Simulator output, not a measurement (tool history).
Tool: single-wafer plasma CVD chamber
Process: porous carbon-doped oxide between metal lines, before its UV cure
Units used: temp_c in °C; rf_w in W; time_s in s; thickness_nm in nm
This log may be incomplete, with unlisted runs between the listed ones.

run,day,temp_c,rf_w,time_s,thickness_nm
1,0.000,320,440,32.3,139.48
2,0.271,320,440,33.3,142.70
3,0.646,322,430,33.3,139.93
4,0.908,322,430,32.3,135.38
5,1.221,329,430,32.3,131.81
6,1.379,329,485,32.3,142.70
7,1.600,331,470,32.3,137.86

Run 8 comes next. What will it give?
8,1.633,333,460,32.3,?

Run 8 produced thickness_nm 134.80 nm.
